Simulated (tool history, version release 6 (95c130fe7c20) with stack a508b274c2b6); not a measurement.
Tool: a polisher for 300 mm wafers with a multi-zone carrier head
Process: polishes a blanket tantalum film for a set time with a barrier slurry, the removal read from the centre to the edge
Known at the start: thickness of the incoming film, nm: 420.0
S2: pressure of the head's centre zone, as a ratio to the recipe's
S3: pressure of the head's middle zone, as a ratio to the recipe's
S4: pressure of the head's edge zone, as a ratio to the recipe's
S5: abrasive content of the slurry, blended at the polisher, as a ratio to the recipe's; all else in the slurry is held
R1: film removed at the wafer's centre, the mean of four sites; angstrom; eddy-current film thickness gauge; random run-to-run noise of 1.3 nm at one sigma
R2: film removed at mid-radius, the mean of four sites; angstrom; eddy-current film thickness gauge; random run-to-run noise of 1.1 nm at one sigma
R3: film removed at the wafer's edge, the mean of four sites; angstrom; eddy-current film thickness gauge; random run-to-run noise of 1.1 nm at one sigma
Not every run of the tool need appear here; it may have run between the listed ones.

run 1 hour=0.0 | flow_of_slurry_(ml/min)=140 S2=1.00 S3=1.00 S4=1.00 S5=1.00 polishing_time_(s)=86 | R1=1055.1 R2=1053.2 R3=1072.2
run 2 hour=3.4 | flow_of_slurry_(ml/min)=120 S2=1.00 S3=1.00 S4=1.00 S5=1.00 polishing_time_(s)=86 | R1=1013.7 R2=1002.0 R3=1059.2
run 3 hour=11.9 | flow_of_slurry_(ml/min)=120 S2=1.00 S3=1.00 S4=1.00 S5=1.00 polishing_time_(s)=107 | R1=1271.1 R2=1268.1 R3=1306.9
run 4 hour=16.2 | flow_of_slurry_(ml/min)=120 S2=1.00 S3=1.00 S4=1.00 S5=0.85 polishing_time_(s)=107 | R1=1200.1 R2=1185.7 R3=1236.6
run 5 hour=19.1 | flow_of_slurry_(ml/min)=120 S2=1.00 S3=1.00 S4=1.00 S5=1.00 polishing_time_(s)=107 | R1=1268.9 R2=1273.3 R3=1276.7
run 6 hour=25.5 | flow_of_slurry_(ml/min)=115 S2=1.02 S3=0.98 S4=0.96 S5=0.95 polishing_time_(s)=106 | R1=1269.3 R2=1205.8 R3=1231.7

Run 7 comes next. What will it give?
run 7 hour=27.4 | flow_of_slurry_(ml/min)=110 S2=1.03 S3=0.96 S4=0.93 S5=0.90 polishing_time_(s)=106 | R1=? R2=? R3=?

Run 7 produced R1 1250.4 angstrom, R2 1144.1 angstrom, R3 1204.3 angstrom.
